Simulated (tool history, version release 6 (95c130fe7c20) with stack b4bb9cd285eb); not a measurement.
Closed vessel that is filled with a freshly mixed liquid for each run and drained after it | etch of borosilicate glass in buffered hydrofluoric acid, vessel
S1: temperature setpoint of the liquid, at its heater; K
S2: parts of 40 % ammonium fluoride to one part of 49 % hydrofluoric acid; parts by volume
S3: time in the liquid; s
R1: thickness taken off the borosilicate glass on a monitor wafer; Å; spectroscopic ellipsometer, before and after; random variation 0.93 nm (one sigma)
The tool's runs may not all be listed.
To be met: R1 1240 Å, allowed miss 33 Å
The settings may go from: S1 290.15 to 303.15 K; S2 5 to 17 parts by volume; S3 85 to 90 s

run	hour	S1	S2	S3	R1
1	0	295.15	10.5	85	905.06
2	5.1	295.15	8.5	85	1076.8
3	6	295.65	8.5	85	1108.3
4	13	295.65	10	85	981.57
5	15.8	296.65	10	85	1025.2
6	19	296.65	11	85	944.97
7	20.3	297.65	11	85	1003.7
8	23	298.65	11	85	1043.4
9	25.8	299.65	11	85	1108.9
10	34	300.15	11	85	1121.8
11	39	300.65	11	85	1148.1

4 next moves are on the table. One of them brings every result within its allowed miss. Which?
A	44	300.15	12	90	?
B	44	299.65	11	90	?
C	44	300.15	10.5	90	?
D	44	301.65	11.5	85	?

move	R1
A	1097.9
B	1164.9
C	1252.4
D	1170.7
A: further off than the last run
B: nearer than the last run, and not there yet
C: meets every target
D: nearer than the last run, and not there yet
Move C is the one to make.
